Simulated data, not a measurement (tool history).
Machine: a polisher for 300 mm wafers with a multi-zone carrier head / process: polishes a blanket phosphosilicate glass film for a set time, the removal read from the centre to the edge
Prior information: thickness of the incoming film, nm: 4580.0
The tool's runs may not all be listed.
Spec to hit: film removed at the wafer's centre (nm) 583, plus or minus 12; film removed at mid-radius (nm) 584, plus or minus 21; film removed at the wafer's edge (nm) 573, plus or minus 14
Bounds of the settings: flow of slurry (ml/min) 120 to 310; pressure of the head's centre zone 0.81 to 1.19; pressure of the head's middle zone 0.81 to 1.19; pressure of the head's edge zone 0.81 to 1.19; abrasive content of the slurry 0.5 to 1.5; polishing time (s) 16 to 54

| run | hour | flow of slurry (ml/min) | pressure of the head's centre zone | pressure of the head's middle zone | pressure of the head's edge zone | abrasive content of the slurry | polishing time (s) | film removed at the wafer's centre (nm) | film removed at mid-radius (nm) | film removed at the wafer's edge (nm) |
|---|---|---|---|---|---|---|---|---|---|---|
| 1 | 0 | 200 | 1 | 1 | 1 | 1 | 35 | 351.19 | 355.94 | 349.69 |
| 2 | 1.7 | 200 | 1 | 1 | 1 | 1.15 | 35 | 386.98 | 387.2 | 381.58 |
| 3 | 3.5 | 200 | 1 | 1 | 1 | 0.95 | 35 | 341.01 | 347.35 | 339.16 |
| 4 | 5.4 | 210 | 1.02 | 1.03 | 1.05 | 1.1 | 36 | 396.62 | 400.7 | 391.38 |
| 5 | 7.4 | 210 | 1.02 | 1.03 | 1.05 | 1.3 | 36 | 430.8 | 437.69 | 437.19 |
| 6 | 8.9 | 210 | 1.02 | 1.03 | 1.12 | 1.3 | 36 | 437.87 | 437.87 | 448.02 |
| 7 | 12.1 | 225 | 1.04 | 1.05 | 1.14 | 1.35 | 37 | 471.15 | 484.7 | 472 |
| 8 | 17.8 | 220 | 1.05 | 1.05 | 1.15 | 1.4 | 38 | 493.6 | 493.44 | 495.47 |
| 9 | 20.3 | 235 | 1.06 | 1.05 | 1.16 | 1.45 | 39 | 524.26 | 512.37 | 524.54 |
| 10 | 27.3 | 235 | 1.07 | 1.06 | 1.17 | 1.45 | 40 | 539.28 | 537.59 | 535.93 |

Below are 4 possible settings for the next run. Only one of them brings all results inside the allowed miss of their targets. Which is it?
| A | 34.3 | 225 | 1.07 | 0.91 | 1.19 | 1.25 | 45 | ? | ? | ? |
| B | 34.3 | 210 | 1.08 | 0.83 | 1.14 | 1.5 | 44 | ? | ? | ? |
| C | 34.3 | 240 | 1 | 1.19 | 1.19 | 1.35 | 39 | ? | ? | ? |
| D | 34.3 | 180 | 1.01 | 1 | 0.98 | 1.45 | 48 | ? | ? | ? |

| move | film removed at the wafer's centre (nm) | film removed at mid-radius (nm) | film removed at the wafer's edge (nm) |
|---|---|---|---|
| A | 564.3 | 490.82 | 577.5 |
| B | 599.21 | 479.41 | 597.16 |
| C | 479.79 | 559.62 | 521.09 |
| D | 587.1 | 588.07 | 583.96 |
A: misses by more than the last run did
B: takes the result that was furthest off past its target
C: misses by more than the last run did
D: all results in spec
Go with D: it meets all targets.
